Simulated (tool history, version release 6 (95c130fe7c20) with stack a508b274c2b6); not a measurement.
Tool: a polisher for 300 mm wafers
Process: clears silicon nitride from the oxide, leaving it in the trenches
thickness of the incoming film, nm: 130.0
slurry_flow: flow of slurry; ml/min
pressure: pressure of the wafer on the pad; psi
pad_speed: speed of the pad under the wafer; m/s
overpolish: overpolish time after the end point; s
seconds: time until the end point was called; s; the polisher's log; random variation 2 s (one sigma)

run	hour	slurry_flow	pressure	pad_speed	overpolish	seconds
1	0	310	2.2	1.2	2	181.98
2	1	310	2	1.2	2	199.1
3	2.1	310	2	1.36	2	182.27
4	7.2	310	1.8	1.36	2	202.6
5	12	310	2.2	1.36	2	166.4
6	16.8	310	2	1.36	2	179.17

Run 7 comes next. What will it give?
7	19.1	310	1.8	1.36	2	?

Run 7 gave seconds 200.15 s.

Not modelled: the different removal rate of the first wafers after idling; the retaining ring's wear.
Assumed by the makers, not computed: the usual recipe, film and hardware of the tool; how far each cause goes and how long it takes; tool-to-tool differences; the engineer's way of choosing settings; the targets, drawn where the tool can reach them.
